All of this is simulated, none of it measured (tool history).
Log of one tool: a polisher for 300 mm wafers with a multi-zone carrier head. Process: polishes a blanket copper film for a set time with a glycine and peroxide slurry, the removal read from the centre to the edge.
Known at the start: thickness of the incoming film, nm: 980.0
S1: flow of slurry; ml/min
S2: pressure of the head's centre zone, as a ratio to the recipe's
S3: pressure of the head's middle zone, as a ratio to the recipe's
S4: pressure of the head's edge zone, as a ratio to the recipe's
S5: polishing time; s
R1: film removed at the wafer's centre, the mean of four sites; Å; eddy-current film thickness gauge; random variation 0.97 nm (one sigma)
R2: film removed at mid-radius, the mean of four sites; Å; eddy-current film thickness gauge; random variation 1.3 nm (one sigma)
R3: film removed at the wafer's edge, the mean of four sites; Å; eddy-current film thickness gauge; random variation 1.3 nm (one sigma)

| run | day | S1 | S2 | S3 | S4 | S5 | R1 | R2 | R3 |
|---|---|---|---|---|---|---|---|---|---|
| 1 | 0 | 150 | 1 | 1 | 1 | 34 | 1803.1 | 1845.7 | 1785.8 |
| 2 | 0.162 | 180 | 1 | 1 | 1 | 34 | 1882.2 | 1892.9 | 1832.1 |
| 3 | 0.3 | 180 | 1 | 0.93 | 1 | 34 | 1862.7 | 1786.1 | 1822.1 |
| 4 | 0.5 | 180 | 1 | 0.87 | 1 | 34 | 1872.2 | 1692 | 1879 |
| 5 | 0.858 | 180 | 1 | 0.92 | 1 | 34 | 1849.8 | 1769.7 | 1839.3 |
| 6 | 0.958 | 175 | 0.98 | 0.93 | 0.98 | 34 | 1807.2 | 1773.7 | 1810.6 |
| 7 | 1.075 | 170 | 0.96 | 0.94 | 0.97 | 34 | 1745.6 | 1773.7 | 1812 |
| 8 | 1.279 | 165 | 0.95 | 0.96 | 0.95 | 34 | 1741.8 | 1813.5 | 1790.2 |
| 9 | 1.588 | 160 | 0.93 | 0.97 | 0.94 | 34 | 1704.6 | 1822.8 | 1771.9 |
| 10 | 1.738 | 155 | 0.91 | 0.98 | 0.93 | 34 | 1643.6 | 1815.1 | 1752.4 |
| 11 | 2.079 | 150 | 0.9 | 0.99 | 0.92 | 34 | 1603.1 | 1803.4 | 1729.1 |
| 12 | 2.138 | 145 | 0.89 | 1 | 0.91 | 34 | 1580.1 | 1830.4 | 1739.3 |
| 13 | 2.179 | 140 | 0.88 | 1.01 | 0.9 | 34 | 1565.1 | 1828 | 1717.1 |
| 14 | 2.496 | 135 | 0.87 | 1.02 | 0.89 | 34 | 1535 | 1827.9 | 1684.5 |
| 15 | 2.654 | 130 | 0.86 | 1.03 | 0.89 | 34 | 1496.3 | 1824.3 | 1680.4 |
| 16 | 2.954 | 125 | 0.86 | 1.03 | 0.89 | 34 | 1477.1 | 1818.9 | 1661.7 |

Forecast run 17:
| 17 | 2.979 | 120 | 0.86 | 1.03 | 0.89 | 34 | ? | ? | ? |

Run 17 gave R1 1457.9 Å, R2 1799.3 Å, R3 1663.8 Å.
